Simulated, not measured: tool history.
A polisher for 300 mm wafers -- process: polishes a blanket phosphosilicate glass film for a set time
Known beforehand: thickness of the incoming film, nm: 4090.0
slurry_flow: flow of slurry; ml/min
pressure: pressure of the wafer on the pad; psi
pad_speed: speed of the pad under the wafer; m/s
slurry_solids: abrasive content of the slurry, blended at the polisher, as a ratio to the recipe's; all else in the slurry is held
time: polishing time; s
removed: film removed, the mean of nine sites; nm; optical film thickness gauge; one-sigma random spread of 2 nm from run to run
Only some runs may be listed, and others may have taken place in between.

run    day  slurry_flow  pressure  pad_speed  slurry_solids  time  removed
  1  0.000          155       3.2       1.24            1.0    37   379.19
  2  0.300          155       3.2       0.94            1.0    37   324.56
  3  0.579          190       3.2       0.94            1.0    37   332.45
  4  0.888          190       3.7       0.94            1.0    37   378.31
  5  0.912          190       3.0       0.94            1.0    37   311.11
  6  1.079          155       3.0       0.94            1.0    37   307.54

What does the tool deliver on the next run?
  7  1.329          155       2.8       0.94            1.0    37        ?

Run 7 produced removed 284.99 nm.
